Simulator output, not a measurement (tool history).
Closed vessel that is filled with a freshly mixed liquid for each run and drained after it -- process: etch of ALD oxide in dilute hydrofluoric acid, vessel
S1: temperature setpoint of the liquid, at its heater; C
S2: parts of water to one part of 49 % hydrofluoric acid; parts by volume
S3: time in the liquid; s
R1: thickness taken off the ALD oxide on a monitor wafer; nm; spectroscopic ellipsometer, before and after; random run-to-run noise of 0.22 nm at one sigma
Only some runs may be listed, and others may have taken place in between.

Run 1, day 0: S1 23 C, S2 260 parts by volume, S3 170 s. Result: R1 18.179 nm.
Run 2, day 0.146: S1 24 C, S2 245 parts by volume, S3 170 s. Result: R1 20.358 nm.
Run 3, day 0.279: S1 25 C, S2 235 parts by volume, S3 170 s. Result: R1 22.325 nm.
Run 4, day 0.638: S1 25.5 C, S2 225 parts by volume, S3 170 s. Result: R1 24.002 nm.
Run 5, day 0.842: S1 23.5 C, S2 225 parts by volume, S3 170 s. Result: R1 22.157 nm.
Run 6, day 0.892: S1 20.5 C, S2 225 parts by volume, S3 170 s. Result: R1 19.916 nm.
Run 7, day 1.054: S1 21.5 C, S2 215 parts by volume, S3 170 s. Result: R1 21.848 nm.

Run 8 comes next. What will it give?
Run 8, day 1.188: S1 22.5 C, S2 210 parts by volume, S3 170 s. Result: R1 ?.

{"run 8": {"R1": 23.297}}

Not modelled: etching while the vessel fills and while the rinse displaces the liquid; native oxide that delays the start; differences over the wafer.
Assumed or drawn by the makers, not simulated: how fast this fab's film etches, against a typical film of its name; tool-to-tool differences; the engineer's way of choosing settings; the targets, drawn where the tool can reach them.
